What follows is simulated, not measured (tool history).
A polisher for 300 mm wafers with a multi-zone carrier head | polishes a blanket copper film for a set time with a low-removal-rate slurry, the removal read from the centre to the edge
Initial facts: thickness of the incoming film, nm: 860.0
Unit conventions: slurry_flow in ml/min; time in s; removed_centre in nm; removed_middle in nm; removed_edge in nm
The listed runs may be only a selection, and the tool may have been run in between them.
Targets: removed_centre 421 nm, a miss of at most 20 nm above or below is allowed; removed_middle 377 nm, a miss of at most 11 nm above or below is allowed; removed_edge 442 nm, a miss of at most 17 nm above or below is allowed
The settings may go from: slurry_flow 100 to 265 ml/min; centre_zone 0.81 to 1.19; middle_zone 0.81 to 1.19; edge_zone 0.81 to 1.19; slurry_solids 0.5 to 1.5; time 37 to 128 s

run	hour	slurry_flow	centre_zone	middle_zone	edge_zone	slurry_solids	time	removed_centre	removed_middle	removed_edge
1	0	170	1	1	1	1	82	360.24	364.85	353.34
2	5.1	155	1	1	1	1	82	352.1	350.43	353.06
3	8.7	155	1.01	0.98	1.04	1.1	83	382.09	360.16	374.79
4	9.5	155	1.01	0.98	0.98	1.1	83	373.72	362.31	364.78
5	12.2	155	0.96	0.98	0.98	1.1	83	358.62	363.66	363.11
6	17.2	155	0.96	1.04	0.98	1.1	83	363.7	384.86	362.87
7	23.7	150	0.96	1.02	1.02	1.2	84	369.8	387.72	383.77
8	24.7	145	0.98	1	1.05	1.25	84	374.77	380.55	395.11

Of the 5 settings listed for the next run, only one would bring every result within its allowed miss of target. Which one?
A	25.7	160	1.14	0.95	0.97	1.25	91	?	?	?
B	25.7	145	1.03	0.92	1.16	1.2	91	?	?	?
C	25.7	140	0.82	0.93	1.09	1.2	95	?	?	?
D	25.7	135	1.04	1.11	0.99	1.2	79	?	?	?
E	25.7	115	1.13	0.88	1.09	1.35	87	?	?	?

move	removed_centre	removed_middle	removed_edge
A	460.89	405.21	413.32
B	413.67	382.02	440.14
C	366.19	399.55	442.49
D	355.25	382.33	347.94
E	407.71	342.45	403.99
A: gains on the last run, yet a result remains outside its allowed miss
B: each result inside its tolerance
C: brings the last run's worst result on target, with another outside its allowed miss
D: lands further from the targets than the last run did
E: lands further from the targets than the last run did
Move B is the one to make.
